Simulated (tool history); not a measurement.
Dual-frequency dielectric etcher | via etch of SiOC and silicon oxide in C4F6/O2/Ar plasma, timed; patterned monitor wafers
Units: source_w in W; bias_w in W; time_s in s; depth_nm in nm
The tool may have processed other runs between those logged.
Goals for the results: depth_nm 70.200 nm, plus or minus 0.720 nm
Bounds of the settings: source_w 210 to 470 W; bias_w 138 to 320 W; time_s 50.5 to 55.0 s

run  hour  source_w  bias_w  time_s  depth_nm
  1   0.0       340     229    55.0    60.653
  2   7.9       340     254    55.0    62.692
  3  12.5       350     255    55.0    62.933
  4  13.1       370     256    55.0    64.448
  5  21.6       370     256    50.5    59.273
  6  23.3       370     256    50.5    59.336
  7  24.5       380     265    51.0    61.063
  8  26.3       390     273    51.5    63.213
  9  31.0       400     278    51.5    64.302
 10  33.6       400     278    51.5    63.913
 11  41.0       410     283    51.5    65.434
 12  44.3       420     285    51.5    65.795
 13  47.4       430     288    51.5    66.593
 14  51.1       430     290    51.5    66.541
 15  54.5       430     293    51.5    66.900
 16  63.3       430     295    51.5    67.087
 17  63.9       430     297    51.5    67.697
 18  66.9       430     298    51.5    67.263

4 next moves are on the table. One of them brings every result within its allowed miss. Which?
  A  69.9       400     282    52.0         ?
  B  69.9       390     319    52.5         ?
  C  69.9       420     262    53.0         ?
  D  69.9       440     296    53.0         ?

move  depth_nm
   A    65.226
   B    67.860
   C    66.208
   D    70.074
A: misses by more than the last run did
B: moves toward the targets from the last run without getting all of them in spec
C: misses by more than the last run did
D: every result within its allowed miss
D meets every target.

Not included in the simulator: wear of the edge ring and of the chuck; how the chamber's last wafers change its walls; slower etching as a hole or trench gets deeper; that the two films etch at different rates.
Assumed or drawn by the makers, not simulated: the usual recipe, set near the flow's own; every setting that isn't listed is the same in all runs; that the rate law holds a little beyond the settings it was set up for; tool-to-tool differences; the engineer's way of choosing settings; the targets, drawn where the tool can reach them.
